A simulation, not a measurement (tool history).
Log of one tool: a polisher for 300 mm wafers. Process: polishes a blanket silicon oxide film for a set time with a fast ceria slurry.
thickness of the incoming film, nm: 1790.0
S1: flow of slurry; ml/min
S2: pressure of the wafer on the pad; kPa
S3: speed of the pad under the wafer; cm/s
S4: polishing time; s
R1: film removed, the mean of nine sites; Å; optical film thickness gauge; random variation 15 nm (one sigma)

{"run": 1, "day": 0.0, "S1": 205, "S2": 18.6, "S3": 98, "S4": 62, "R1": 8937.7}
{"run": 2, "day": 0.067, "S1": 205, "S2": 16.5, "S3": 98, "S4": 62, "R1": 8155.3}
{"run": 3, "day": 0.417, "S1": 205, "S2": 16.5, "S3": 88, "S4": 62, "R1": 7551.2}
{"run": 4, "day": 0.679, "S1": 205, "S2": 19.3, "S3": 90, "S4": 62, "R1": 8896.5}
{"run": 5, "day": 0.767, "S1": 205, "S2": 20.7, "S3": 90, "S4": 62, "R1": 9847.7}
{"run": 6, "day": 1.029, "S1": 205, "S2": 20.7, "S3": 98, "S4": 62, "R1": 10221.0}
{"run": 7, "day": 1.362, "S1": 205, "S2": 21.4, "S3": 98, "S4": 62, "R1": 10416.0}

Forecast run 8:
{"run": 8, "day": 1.462, "S1": 205, "S2": 22.1, "S3": 98, "S4": 62, "R1": "?"}

Run 8 gave R1 10629.0 Å.
